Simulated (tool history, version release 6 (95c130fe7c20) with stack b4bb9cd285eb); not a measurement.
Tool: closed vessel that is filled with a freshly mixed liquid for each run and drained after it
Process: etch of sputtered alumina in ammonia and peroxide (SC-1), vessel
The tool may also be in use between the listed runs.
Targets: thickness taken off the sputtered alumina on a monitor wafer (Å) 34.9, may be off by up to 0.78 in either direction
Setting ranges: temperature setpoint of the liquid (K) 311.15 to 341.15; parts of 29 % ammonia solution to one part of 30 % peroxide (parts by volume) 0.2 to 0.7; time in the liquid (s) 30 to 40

run  hour  temperature setpoint of the liquid (K)  parts of 29 % ammonia solution to one part of 30 % peroxide (parts by volume)  time in the liquid (s)  thickness taken off the sputtered alumina on a monitor wafer (Å)
  1     0                                  325.15                                                                            0.4                      40                                                            25.862
  2   2.3                                  326.65                                                                            0.4                      40                                                            27.941
  3   7.8                                  327.65                                                                            0.4                      40                                                            29.198
  4  10.3                                  328.65                                                                            0.4                      40                                                            31.049
  5  12.7                                  328.65                                                                            0.4                      40                                                              30.8
  6  20.8                                  323.65                                                                            0.4                      40                                                            23.475
  7  24.3                                  325.65                                                                            0.4                      40                                                            26.539
  8  31.2                                  327.15                                                                            0.4                      40                                                            28.547

Exercise: of the 5 proposed moves below, exactly one satisfies all targets within the stated allowed misses. Which move is it?
  A  38.1                                  332.15                                                                            0.4                      40                                                                 ?
  B  38.1                                  336.15                                                                           0.45                      30                                                                 ?
  C  38.1                                  332.15                                                                           0.35                      40                                                                 ?
  D  38.1                                  331.65                                                                            0.5                      40                                                                 ?
  E  38.1                                  331.65                                                                           0.45                      40                                                                 ?

move  thickness taken off the sputtered alumina on a monitor wafer (Å)
   A                                                             37.75
   B                                                            35.111
   C                                                            37.275
   D                                                             37.57
   E                                                            37.197
A: the result that was furthest off in the last run now lies on the other side of its target
B: hits every target within its allowed miss
C: the result that was furthest off in the last run now lies on the other side of its target
D: the result that was furthest off in the last run now lies on the other side of its target
E: the result that was furthest off in the last run now lies on the other side of its target
Correct choice: B, which meets every target
